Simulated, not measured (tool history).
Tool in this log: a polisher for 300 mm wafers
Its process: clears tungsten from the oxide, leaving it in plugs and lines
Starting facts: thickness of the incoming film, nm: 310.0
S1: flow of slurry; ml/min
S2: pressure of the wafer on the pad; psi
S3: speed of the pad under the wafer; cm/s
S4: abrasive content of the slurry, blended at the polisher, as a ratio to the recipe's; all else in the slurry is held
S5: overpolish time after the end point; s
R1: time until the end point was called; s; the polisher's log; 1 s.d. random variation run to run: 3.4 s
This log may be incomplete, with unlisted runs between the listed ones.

run 1 hour=0.0 | S1=245 S2=3.3 S3=84 S4=1.0 S5=39 | R1=103.64
run 2 hour=6.8 | S1=245 S2=3.0 S3=82 S4=1.0 S5=39 | R1=111.40
run 3 hour=8.3 | S1=245 S2=3.0 S3=82 S4=0.8 S5=39 | R1=120.50
run 4 hour=15.2 | S1=245 S2=3.0 S3=82 S4=0.7 S5=39 | R1=119.80
run 5 hour=22.1 | S1=245 S2=3.0 S3=82 S4=0.8 S5=39 | R1=121.62
run 6 hour=23.1 | S1=245 S2=3.0 S3=82 S4=0.8 S5=42 | R1=122.15
run 7 hour=27.6 | S1=245 S2=2.8 S3=80 S4=0.8 S5=42 | R1=135.30
run 8 hour=33.0 | S1=245 S2=2.6 S3=80 S4=0.8 S5=42 | R1=138.52
run 9 hour=35.2 | S1=245 S2=2.4 S3=78 S4=0.8 S5=42 | R1=152.60

The next listed run, before its measurement:
run 10 hour=43.1 | S1=245 S2=2.3 S3=76 S4=0.8 S5=42 | R1=?

{"run 10": {"R1": 167.71}}
